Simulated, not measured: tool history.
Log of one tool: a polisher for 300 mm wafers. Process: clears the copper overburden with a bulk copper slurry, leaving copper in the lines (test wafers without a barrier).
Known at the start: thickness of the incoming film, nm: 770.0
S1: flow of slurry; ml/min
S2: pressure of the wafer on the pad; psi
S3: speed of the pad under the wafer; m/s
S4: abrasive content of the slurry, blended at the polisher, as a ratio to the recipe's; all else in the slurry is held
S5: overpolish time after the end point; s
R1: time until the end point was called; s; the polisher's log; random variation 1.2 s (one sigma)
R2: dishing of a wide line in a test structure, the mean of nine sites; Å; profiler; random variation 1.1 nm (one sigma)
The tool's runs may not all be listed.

| run | hour | S1 | S2 | S3 | S4 | S5 | R1 | R2 |
|---|---|---|---|---|---|---|---|---|
| 1 | 0.0 | 140 | 1.9 | 1.14 | 1.0 | 15 | 96.927 | 597.77 |
| 2 | 3.9 | 140 | 1.6 | 1.14 | 1.0 | 15 | 116.680 | 507.01 |
| 3 | 11.9 | 140 | 1.6 | 0.92 | 1.0 | 15 | 143.800 | 439.31 |
| 4 | 16.0 | 140 | 1.8 | 0.92 | 1.0 | 15 | 127.970 | 484.47 |
| 5 | 25.1 | 140 | 1.9 | 0.92 | 1.0 | 15 | 120.210 | 504.91 |
| 6 | 32.5 | 140 | 2.0 | 0.92 | 1.0 | 15 | 114.250 | 518.54 |

Run 7 comes next. What will it give?
| 7 | 40.2 | 140 | 2.0 | 0.92 | 1.0 | 15 | ? | ? |

{"run 7": {"R1": 119.7, "R2": 509.52}}
